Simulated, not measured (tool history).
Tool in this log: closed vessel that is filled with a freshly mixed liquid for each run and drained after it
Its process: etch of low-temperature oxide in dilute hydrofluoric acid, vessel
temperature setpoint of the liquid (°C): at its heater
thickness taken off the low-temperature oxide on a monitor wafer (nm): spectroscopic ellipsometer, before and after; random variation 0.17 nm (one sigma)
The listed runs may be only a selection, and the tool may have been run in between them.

run	day	temperature setpoint of the liquid (°C)	parts of water to one part of 49 % hydrofluoric acid (parts by volume)	time in the liquid (s)	thickness taken off the low-temperature oxide on a monitor wafer (nm)
1	0	23	290	365	20.216
2	0.129	25.5	285	365	22.826
3	0.358	28	285	365	24.887
4	0.529	28	285	390	26.29
5	0.854	28	350	390	20.149
6	0.971	29	330	390	22.627

What does the tool deliver on the next run?
7	1.196	31	275	390	?

{"run 7": {"thickness taken off the low-temperature oxide on a monitor wafer (nm)": 30.986}}
